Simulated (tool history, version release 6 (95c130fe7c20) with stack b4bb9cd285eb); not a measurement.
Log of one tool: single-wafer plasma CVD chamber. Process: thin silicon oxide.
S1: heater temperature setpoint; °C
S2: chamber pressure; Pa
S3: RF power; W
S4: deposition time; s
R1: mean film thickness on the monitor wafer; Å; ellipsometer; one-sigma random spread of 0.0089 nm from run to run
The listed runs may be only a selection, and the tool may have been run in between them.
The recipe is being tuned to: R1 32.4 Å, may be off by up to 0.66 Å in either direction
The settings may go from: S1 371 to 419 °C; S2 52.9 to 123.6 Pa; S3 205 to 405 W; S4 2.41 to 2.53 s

Run 1, day 0: S1 395 °C, S2 88.3 Pa, S3 305 W, S4 2.53 s. Result: R1 37.868 Å.
Run 2, day 0.171: S1 390 °C, S2 88.3 Pa, S3 305 W, S4 2.53 s. Result: R1 37.831 Å.
Run 3, day 0.521: S1 390 °C, S2 84.4 Pa, S3 305 W, S4 2.53 s. Result: R1 36.42 Å.
Run 4, day 0.825: S1 390 °C, S2 84.4 Pa, S3 305 W, S4 2.53 s. Result: R1 36.381 Å.
Run 5, day 1.162: S1 390 °C, S2 84.4 Pa, S3 305 W, S4 2.41 s. Result: R1 34.886 Å.
Run 6, day 1.504: S1 390 °C, S2 82.4 Pa, S3 305 W, S4 2.41 s. Result: R1 34.109 Å.
Run 7, day 1.554: S1 390 °C, S2 81.1 Pa, S3 305 W, S4 2.41 s. Result: R1 33.637 Å.
Run 8, day 1.858: S1 390 °C, S2 80 Pa, S3 305 W, S4 2.41 s. Result: R1 33.187 Å.

Of the 4 settings listed for the next run, only one would bring every result within its allowed miss of target. Which one?
Run A, day 2.162: S1 387 °C, S2 82.8 Pa, S3 300 W, S4 2.41 s. Result: R1 ?.
Run B, day 2.162: S1 391 °C, S2 75.9 Pa, S3 335 W, S4 2.5 s. Result: R1 ?.
Run C, day 2.162: S1 389 °C, S2 72.7 Pa, S3 355 W, S4 2.41 s. Result: R1 ?.
Run D, day 2.162: S1 386 °C, S2 78.9 Pa, S3 305 W, S4 2.49 s. Result: R1 ?.

move      R1
   A  33.829
   B  34.121
   C  32.553
   D  33.841
A: misses by more than the last run did
B: misses by more than the last run did
C: meets every target
D: misses by more than the last run did
Answer: C
